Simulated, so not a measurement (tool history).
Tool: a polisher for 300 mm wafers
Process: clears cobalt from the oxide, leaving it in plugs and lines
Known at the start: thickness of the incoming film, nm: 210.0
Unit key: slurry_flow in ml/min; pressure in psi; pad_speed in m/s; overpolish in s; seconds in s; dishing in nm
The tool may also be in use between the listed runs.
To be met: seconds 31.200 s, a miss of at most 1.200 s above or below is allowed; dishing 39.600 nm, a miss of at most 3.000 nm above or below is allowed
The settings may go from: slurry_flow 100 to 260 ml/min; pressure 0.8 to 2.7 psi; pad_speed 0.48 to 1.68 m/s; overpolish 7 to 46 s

{"run": 1, "hour": 0.0, "slurry_flow": 165, "pressure": 1.7, "pad_speed": 1.08, "overpolish": 24, "seconds": 40.315, "dishing": 36.974}
{"run": 2, "hour": 3.7, "slurry_flow": 165, "pressure": 1.3, "pad_speed": 1.08, "overpolish": 24, "seconds": 53.102, "dishing": 34.586}
{"run": 3, "hour": 8.8, "slurry_flow": 165, "pressure": 1.4, "pad_speed": 1.08, "overpolish": 24, "seconds": 48.917, "dishing": 36.295}
{"run": 4, "hour": 15.9, "slurry_flow": 165, "pressure": 1.4, "pad_speed": 1.32, "overpolish": 24, "seconds": 40.865, "dishing": 38.596}
{"run": 5, "hour": 19.9, "slurry_flow": 175, "pressure": 1.6, "pad_speed": 1.32, "overpolish": 22, "seconds": 36.041, "dishing": 36.173}
{"run": 6, "hour": 23.2, "slurry_flow": 175, "pressure": 1.9, "pad_speed": 1.32, "overpolish": 22, "seconds": 30.731, "dishing": 39.173}
{"run": 7, "hour": 32.1, "slurry_flow": 175, "pressure": 1.9, "pad_speed": 1.32, "overpolish": 22, "seconds": 30.542, "dishing": 37.007}
{"run": 8, "hour": 34.9, "slurry_flow": 175, "pressure": 1.9, "pad_speed": 1.32, "overpolish": 23, "seconds": 29.805, "dishing": 39.399}

Which single option among these 5 for the next run brings every result within its allowed miss of target? Just one does.
{"run": "A", "hour": 37.7, "slurry_flow": 180, "pressure": 2.0, "pad_speed": 1.36, "overpolish": 23, "seconds": "?", "dishing": "?"}
{"run": "B", "hour": 37.7, "slurry_flow": 190, "pressure": 1.8, "pad_speed": 1.44, "overpolish": 17, "seconds": "?", "dishing": "?"}
{"run": "C", "hour": 37.7, "slurry_flow": 205, "pressure": 2.4, "pad_speed": 0.98, "overpolish": 40, "seconds": "?", "dishing": "?"}
{"run": "D", "hour": 37.7, "slurry_flow": 170, "pressure": 1.7, "pad_speed": 1.56, "overpolish": 34, "seconds": "?", "dishing": "?"}
{"run": "E", "hour": 37.7, "slurry_flow": 150, "pressure": 2.0, "pad_speed": 1.36, "overpolish": 34, "seconds": "?", "dishing": "?"}

move=A seconds=27.607 dishing=38.578
move=B seconds=28.688 dishing=36.810
move=C seconds=31.167 dishing=39.440
move=D seconds=28.539 dishing=39.316
move=E seconds=28.502 dishing=39.305
A: its largest miss is bigger than the last run's
B: its largest miss is bigger than the last run's
C: in spec on every target
D: its largest miss is bigger than the last run's
E: its largest miss is bigger than the last run's
So the answer is move C, the one that meets all the targets.

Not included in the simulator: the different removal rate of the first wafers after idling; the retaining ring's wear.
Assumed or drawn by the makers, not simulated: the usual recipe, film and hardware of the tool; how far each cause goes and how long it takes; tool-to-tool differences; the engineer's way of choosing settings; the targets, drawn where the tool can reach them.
